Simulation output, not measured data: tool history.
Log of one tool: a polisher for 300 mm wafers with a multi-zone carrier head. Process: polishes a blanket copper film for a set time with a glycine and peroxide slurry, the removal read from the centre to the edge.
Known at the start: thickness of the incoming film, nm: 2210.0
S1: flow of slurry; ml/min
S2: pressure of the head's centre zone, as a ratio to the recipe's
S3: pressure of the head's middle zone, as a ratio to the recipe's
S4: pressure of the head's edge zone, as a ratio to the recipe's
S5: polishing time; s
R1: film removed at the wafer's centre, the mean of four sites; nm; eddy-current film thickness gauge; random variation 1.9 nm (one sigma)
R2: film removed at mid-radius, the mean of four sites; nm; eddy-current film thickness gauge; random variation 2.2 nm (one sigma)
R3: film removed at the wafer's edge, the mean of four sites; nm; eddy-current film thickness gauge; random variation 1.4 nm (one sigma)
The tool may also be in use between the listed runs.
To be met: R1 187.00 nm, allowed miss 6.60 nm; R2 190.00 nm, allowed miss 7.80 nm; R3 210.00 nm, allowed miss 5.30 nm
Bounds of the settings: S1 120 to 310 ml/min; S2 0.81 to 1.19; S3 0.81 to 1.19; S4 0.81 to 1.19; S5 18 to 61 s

{"run": 1, "hour": 0.0, "S1": 200, "S2": 1.0, "S3": 1.0, "S4": 1.0, "S5": 39, "R1": 334.28, "R2": 357.79, "R3": 361.38}
{"run": 2, "hour": 6.6, "S1": 200, "S2": 0.92, "S3": 1.0, "S4": 1.0, "S5": 39, "R1": 308.22, "R2": 351.26, "R3": 358.07}
{"run": 3, "hour": 13.9, "S1": 200, "S2": 0.92, "S3": 1.0, "S4": 1.07, "S5": 39, "R1": 310.32, "R2": 353.3, "R3": 378.79}
{"run": 4, "hour": 15.6, "S1": 240, "S2": 0.92, "S3": 1.0, "S4": 1.07, "S5": 39, "R1": 312.33, "R2": 360.99, "R3": 378.51}
{"hour": 23.6, "done": "centre zone pressure recalibrated"}
{"run": 5, "hour": 23.6, "S1": 240, "S2": 0.92, "S3": 1.0, "S4": 1.07, "S5": 30, "R1": 260.96, "R2": 283.89, "R3": 291.44}
{"run": 6, "hour": 30.9, "S1": 225, "S2": 0.89, "S3": 0.97, "S4": 1.04, "S5": 28, "R1": 229.87, "R2": 251.03, "R3": 265.35}
{"run": 7, "hour": 37.1, "S1": 225, "S2": 0.88, "S3": 0.93, "S4": 0.99, "S5": 27, "R1": 224.28, "R2": 234.35, "R3": 252.72}
{"run": 8, "hour": 42.7, "S1": 170, "S2": 0.81, "S3": 0.84, "S4": 0.89, "S5": 23, "R1": 166.6, "R2": 188.19, "R3": 199.61}

Which of these 4 next moves meets every target?
{"run": "A", "hour": 48.3, "S1": 220, "S2": 0.84, "S3": 0.81, "S4": 0.85, "S5": 26, "R1": "?", "R2": "?", "R3": "?"}
{"run": "B", "hour": 48.3, "S1": 220, "S2": 0.87, "S3": 0.85, "S4": 0.93, "S5": 25, "R1": "?", "R2": "?", "R3": "?"}
{"run": "C", "hour": 48.3, "S1": 210, "S2": 0.91, "S3": 0.81, "S4": 0.86, "S5": 24, "R1": "?", "R2": "?", "R3": "?"}
{"run": "D", "hour": 48.3, "S1": 185, "S2": 0.86, "S3": 0.84, "S4": 0.91, "S5": 24, "R1": "?", "R2": "?", "R3": "?"}

move=A R1=204.04 R2=210.37 R3=223.94
move=B R1=202.70 R2=208.56 R3=224.25
move=C R1=201.56 R2=193.04 R3=206.93
move=D R1=187.88 R2=194.43 R3=209.71
A: takes the result that was furthest off past its target
B: takes the result that was furthest off past its target
C: takes the result that was furthest off past its target
D: meets every target
Answer: D
